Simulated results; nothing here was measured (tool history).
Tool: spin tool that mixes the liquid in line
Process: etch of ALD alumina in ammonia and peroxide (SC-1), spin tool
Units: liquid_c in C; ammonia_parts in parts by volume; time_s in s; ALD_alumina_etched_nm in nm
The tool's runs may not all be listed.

{"run": 1, "hour": 0.0, "liquid_c": 55.0, "ammonia_parts": 0.8, "time_s": 315, "ALD_alumina_etched_nm": 16.946}
{"run": 2, "hour": 7.4, "liquid_c": 55.0, "ammonia_parts": 0.65, "time_s": 315, "ALD_alumina_etched_nm": 16.26}
{"run": 3, "hour": 12.8, "liquid_c": 55.0, "ammonia_parts": 0.65, "time_s": 335, "ALD_alumina_etched_nm": 17.33}
{"run": 4, "hour": 16.4, "liquid_c": 48.0, "ammonia_parts": 0.65, "time_s": 335, "ALD_alumina_etched_nm": 11.984}
{"run": 5, "hour": 22.2, "liquid_c": 48.0, "ammonia_parts": 0.65, "time_s": 335, "ALD_alumina_etched_nm": 11.989}
{"run": 6, "hour": 28.1, "liquid_c": 47.5, "ammonia_parts": 0.65, "time_s": 335, "ALD_alumina_etched_nm": 11.613}
{"run": 7, "hour": 36.6, "liquid_c": 47.5, "ammonia_parts": 0.65, "time_s": 335, "ALD_alumina_etched_nm": 11.512}
{"run": 8, "hour": 43.0, "liquid_c": 47.0, "ammonia_parts": 0.65, "time_s": 335, "ALD_alumina_etched_nm": 11.286}
{"run": 9, "hour": 50.0, "liquid_c": 46.5, "ammonia_parts": 0.65, "time_s": 335, "ALD_alumina_etched_nm": 10.839}

Run 10 comes next. What will it give?
{"run": 10, "hour": 52.1, "liquid_c": 46.0, "ammonia_parts": 0.65, "time_s": 335, "ALD_alumina_etched_nm": "?"}

ALD_alumina_etched_nm: 10.564 nm

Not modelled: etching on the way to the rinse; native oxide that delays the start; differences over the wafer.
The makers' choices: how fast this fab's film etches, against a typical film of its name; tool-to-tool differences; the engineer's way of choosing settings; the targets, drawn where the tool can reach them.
